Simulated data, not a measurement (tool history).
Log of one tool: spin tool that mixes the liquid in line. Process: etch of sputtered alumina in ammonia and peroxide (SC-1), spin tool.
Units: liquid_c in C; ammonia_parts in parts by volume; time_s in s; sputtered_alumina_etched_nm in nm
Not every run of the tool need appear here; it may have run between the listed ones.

run	day	liquid_c	ammonia_parts	time_s	sputtered_alumina_etched_nm
1	0	59	0.45	190	12.166
2	0.175	55	0.45	190	9.8815
3	0.3	55	0.35	190	9.7137
4	0.612	55	0.5	190	10.018
5	0.779	52	0.5	190	8.5738
6	0.858	50	0.5	190	7.7006

Forecast run 7:
7	0.933	48.5	0.5	190	?

sputtered_alumina_etched_nm: 7.0098 nm
